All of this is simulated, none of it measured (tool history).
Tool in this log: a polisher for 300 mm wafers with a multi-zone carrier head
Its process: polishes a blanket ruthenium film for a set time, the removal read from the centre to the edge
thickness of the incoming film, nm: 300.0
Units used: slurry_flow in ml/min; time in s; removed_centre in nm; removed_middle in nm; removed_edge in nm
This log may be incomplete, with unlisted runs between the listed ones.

run 1 hour=0.0 | slurry_flow=170 centre_zone=1.00 middle_zone=1.00 edge_zone=1.00 time=84 | removed_centre=93.531 removed_middle=95.733 removed_edge=99.367
run 2 hour=5.6 | slurry_flow=200 centre_zone=1.00 middle_zone=1.00 edge_zone=1.00 time=84 | removed_centre=96.373 removed_middle=98.688 removed_edge=100.520
run 3 hour=7.8 | slurry_flow=200 centre_zone=1.00 middle_zone=1.00 edge_zone=0.93 time=84 | removed_centre=97.158 removed_middle=97.863 removed_edge=97.246
run 4 hour=16.3 | slurry_flow=200 centre_zone=1.02 middle_zone=1.00 edge_zone=0.97 time=86 | removed_centre=99.538 removed_middle=102.220 removed_edge=102.070
run 5 hour=22.6 | slurry_flow=200 centre_zone=1.02 middle_zone=1.00 edge_zone=0.89 time=86 | removed_centre=99.858 removed_middle=100.560 removed_edge=97.471
run 6 hour=29.2 | slurry_flow=205 centre_zone=1.04 middle_zone=1.00 edge_zone=0.93 time=87 | removed_centre=103.160 removed_middle=101.830 removed_edge=100.510
run 7 hour=32.3 | slurry_flow=210 centre_zone=1.06 middle_zone=1.00 edge_zone=0.96 time=89 | removed_centre=107.860 removed_middle=105.390 removed_edge=104.350
run 8 hour=36.7 | slurry_flow=210 centre_zone=1.07 middle_zone=1.00 edge_zone=0.99 time=90 | removed_centre=107.830 removed_middle=104.720 removed_edge=107.820

Predict the results of run 9:
run 9 hour=42.1 | slurry_flow=255 centre_zone=1.17 middle_zone=1.08 edge_zone=1.09 time=98 | removed_centre=? removed_middle=? removed_edge=?

{"run 9": {"removed_centre": 128.95, "removed_middle": 126.56, "removed_edge": 122.99}}
